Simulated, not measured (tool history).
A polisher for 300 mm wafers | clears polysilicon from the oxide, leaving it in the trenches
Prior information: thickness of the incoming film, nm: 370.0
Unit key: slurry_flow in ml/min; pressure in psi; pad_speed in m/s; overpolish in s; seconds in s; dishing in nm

run 1 hour=0.0 | slurry_flow=160 pressure=3.0 pad_speed=0.90 overpolish=29 | seconds=29.148 dishing=68.059
run 2 hour=6.7 | slurry_flow=160 pressure=2.7 pad_speed=0.90 overpolish=29 | seconds=32.281 dishing=65.369
run 3 hour=7.5 | slurry_flow=155 pressure=2.5 pad_speed=0.82 overpolish=33 | seconds=37.246 dishing=64.645
run 4 hour=11.6 | slurry_flow=135 pressure=2.5 pad_speed=0.82 overpolish=33 | seconds=37.559 dishing=66.992
run 5 hour=14.2 | slurry_flow=135 pressure=2.5 pad_speed=0.82 overpolish=43 | seconds=37.593 dishing=68.075
run 6 hour=22.7 | slurry_flow=130 pressure=2.3 pad_speed=0.78 overpolish=43 | seconds=43.009 dishing=67.696
run 7 hour=29.7 | slurry_flow=130 pressure=2.1 pad_speed=0.74 overpolish=43 | seconds=48.621 dishing=67.986
run 8 hour=36.5 | slurry_flow=135 pressure=2.0 pad_speed=0.72 overpolish=41 | seconds=52.374 dishing=65.978
run 9 hour=43.9 | slurry_flow=135 pressure=1.9 pad_speed=0.70 overpolish=41 | seconds=55.640 dishing=68.499
run 10 hour=47.0 | slurry_flow=95 pressure=1.6 pad_speed=0.58 overpolish=27 | seconds=82.979 dishing=55.349
run 11 hour=49.3 | slurry_flow=105 pressure=1.6 pad_speed=0.58 overpolish=29 | seconds=80.417 dishing=57.933
run 12 hour=51.0 | slurry_flow=110 pressure=1.6 pad_speed=0.58 overpolish=30 | seconds=77.906 dishing=58.047
run 13 hour=58.5 | slurry_flow=115 pressure=1.6 pad_speed=0.58 overpolish=32 | seconds=78.201 dishing=61.904
run 14 hour=64.5 | slurry_flow=130 pressure=1.9 pad_speed=0.58 overpolish=35 | seconds=63.326 dishing=64.197
run 15 hour=67.2 | slurry_flow=130 pressure=1.9 pad_speed=0.58 overpolish=35 | seconds=65.250 dishing=64.913
run 16 hour=75.9 | slurry_flow=125 pressure=1.6 pad_speed=0.58 overpolish=30 | seconds=75.894 dishing=59.232

Estimate the outcome of run 17 from the log above:
run 17 hour=82.2 | slurry_flow=130 pressure=1.6 pad_speed=0.58 overpolish=31 | seconds=? dishing=?

{"run 17": {"seconds": 76.069, "dishing": 59.556}}
